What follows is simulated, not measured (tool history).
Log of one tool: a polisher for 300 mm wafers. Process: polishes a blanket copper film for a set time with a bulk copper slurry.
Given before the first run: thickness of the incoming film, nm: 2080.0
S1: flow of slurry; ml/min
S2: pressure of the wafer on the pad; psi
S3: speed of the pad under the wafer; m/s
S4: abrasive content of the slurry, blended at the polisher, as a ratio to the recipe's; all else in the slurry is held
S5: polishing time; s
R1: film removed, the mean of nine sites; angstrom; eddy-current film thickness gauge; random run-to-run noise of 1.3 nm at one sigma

run    day   S1   S2    S3   S4  S5      R1
  1  0.000  315  2.4  1.18  1.0  37  2900.8
  2  0.167  315  2.0  1.14  1.0  37  2365.5
  3  0.388  315  1.7  1.12  1.0  37  2003.7
  4  0.412  315  1.7  1.40  1.0  37  2394.3
  5  0.625  315  1.7  1.40  1.0  32  2081.1
     0.912  -- slurry nozzle cleaned
  6  0.912  315  1.7  1.40  0.8  32  1968.8
  7  1.117  315  1.5  1.40  0.8  32  1724.8

Run 8 has not been measured yet. What should we expect?
  8  1.212  315  1.4  1.40  0.8  32   ?

R1: 1632.5 angstrom
